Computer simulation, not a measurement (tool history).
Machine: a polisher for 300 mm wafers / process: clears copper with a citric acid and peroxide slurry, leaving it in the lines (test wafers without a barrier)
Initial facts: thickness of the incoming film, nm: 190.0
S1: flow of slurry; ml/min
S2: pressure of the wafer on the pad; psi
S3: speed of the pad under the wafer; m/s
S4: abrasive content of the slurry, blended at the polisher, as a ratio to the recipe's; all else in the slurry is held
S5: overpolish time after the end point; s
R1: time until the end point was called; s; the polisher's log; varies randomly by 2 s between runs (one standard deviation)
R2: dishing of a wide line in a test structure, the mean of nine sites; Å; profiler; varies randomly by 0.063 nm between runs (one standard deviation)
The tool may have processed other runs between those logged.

run 1 hour=0 | S1=320 S2=2.2 S3=1.4 S4=1 S5=10 | R1=79.725 R2=166.58
run 2 hour=7.3 | S1=285 S2=2.2 S3=1.4 S4=1 S5=10 | R1=79.719 R2=165.75
run 3 hour=15.4 | S1=285 S2=2.2 S3=1.4 S4=1 S5=7 | R1=81.568 R2=115.94
run 4 hour=19.1 | S1=270 S2=2.1 S3=1.34 S4=1 S5=6 | R1=87.937 R2=92.747
run 5 hour=27.6 | S1=270 S2=2 S3=1.28 S4=1 S5=6 | R1=97.279 R2=81.682
run 6 hour=34.9 | S1=270 S2=1.9 S3=1.26 S4=1 S5=6 | R1=104.19 R2=79.768
run 7 hour=37.3 | S1=270 S2=1.9 S3=1.26 S4=1 S5=6 | R1=103.25 R2=80.551

Predict the results of run 8:
run 8 hour=46 | S1=265 S2=1.3 S3=1.04 S4=0.95 S5=3 | R1=? R2=?

Run 8 came out at R1 173.62 s, R2 23.967 Å.
